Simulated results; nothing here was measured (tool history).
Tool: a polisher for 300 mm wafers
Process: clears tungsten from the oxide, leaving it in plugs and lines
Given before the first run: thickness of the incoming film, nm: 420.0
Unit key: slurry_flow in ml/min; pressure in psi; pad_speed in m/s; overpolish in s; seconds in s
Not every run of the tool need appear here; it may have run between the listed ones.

Run 1, day 0: slurry_flow 235 ml/min, pressure 3.9 psi, pad_speed 1.36 m/s, slurry_solids 1, overpolish 32 s. Result: seconds 64.741 s.
Run 2, day 0.183: slurry_flow 235 ml/min, pressure 3.9 psi, pad_speed 1.66 m/s, slurry_solids 1, overpolish 32 s. Result: seconds 54.244 s.
Run 3, day 0.279: slurry_flow 235 ml/min, pressure 3.9 psi, pad_speed 1.66 m/s, slurry_solids 1, overpolish 34 s. Result: seconds 53.793 s.
Run 4, day 0.371: slurry_flow 235 ml/min, pressure 4.2 psi, pad_speed 1.66 m/s, slurry_solids 1, overpolish 34 s. Result: seconds 50.521 s.
Run 5, day 0.696: slurry_flow 235 ml/min, pressure 4.2 psi, pad_speed 1.66 m/s, slurry_solids 1.2, overpolish 34 s. Result: seconds 47.598 s.
Run 6, day 0.867: slurry_flow 205 ml/min, pressure 4.2 psi, pad_speed 1.66 m/s, slurry_solids 1.2, overpolish 34 s. Result: seconds 48.1 s.
Run 7, day 1.158: slurry_flow 205 ml/min, pressure 4.4 psi, pad_speed 1.66 m/s, slurry_solids 1.2, overpolish 34 s. Result: seconds 46.032 s.
Run 8, day 1.3: slurry_flow 205 ml/min, pressure 4.6 psi, pad_speed 1.66 m/s, slurry_solids 1.2, overpolish 34 s. Result: seconds 43.088 s.
Run 9, day 1.533: slurry_flow 205 ml/min, pressure 4.8 psi, pad_speed 1.66 m/s, slurry_solids 1.2, overpolish 34 s. Result: seconds 41.836 s.
Run 10, day 1.642: slurry_flow 205 ml/min, pressure 5 psi, pad_speed 1.66 m/s, slurry_solids 1.2, overpolish 34 s. Result: seconds 41.107 s.

Estimate the outcome of run 11 from the log above:
Run 11, day 1.904: slurry_flow 205 ml/min, pressure 5.2 psi, pad_speed 1.66 m/s, slurry_solids 1.2, overpolish 34 s. Result: seconds ?.

{"run 11": {"seconds": 39.009}}
